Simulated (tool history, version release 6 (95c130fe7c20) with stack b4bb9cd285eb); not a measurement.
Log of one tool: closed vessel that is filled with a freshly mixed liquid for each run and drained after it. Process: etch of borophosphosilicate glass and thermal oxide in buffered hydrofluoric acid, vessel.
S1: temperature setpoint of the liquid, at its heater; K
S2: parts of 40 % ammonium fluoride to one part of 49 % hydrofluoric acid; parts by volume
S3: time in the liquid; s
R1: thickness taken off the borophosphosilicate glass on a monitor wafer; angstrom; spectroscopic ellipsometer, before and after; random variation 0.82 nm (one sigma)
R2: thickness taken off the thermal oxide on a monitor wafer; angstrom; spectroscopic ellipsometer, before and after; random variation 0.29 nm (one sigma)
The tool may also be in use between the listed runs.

| run | hour | S1 | S2 | S3 | R1 | R2 |
|---|---|---|---|---|---|---|
| 1 | 0.0 | 297.15 | 7.5 | 60 | 1766.9 | 975.79 |
| 2 | 7.4 | 297.15 | 5.5 | 60 | 2346.7 | 1278.90 |
| 3 | 15.2 | 294.65 | 7.0 | 60 | 1646.9 | 909.24 |
| 4 | 16.1 | 293.15 | 8.0 | 60 | 1323.8 | 723.05 |
| 5 | 21.2 | 292.15 | 8.5 | 60 | 1162.8 | 649.46 |
| 6 | 28.9 | 292.15 | 7.0 | 60 | 1446.8 | 788.72 |
| 7 | 34.1 | 291.65 | 8.0 | 60 | 1226.7 | 658.38 |

The next listed run, before its measurement:
| 8 | 38.2 | 291.15 | 8.5 | 60 | ? | ? |

{"run 8": {"R1": 1097.2, "R2": 596.46}}
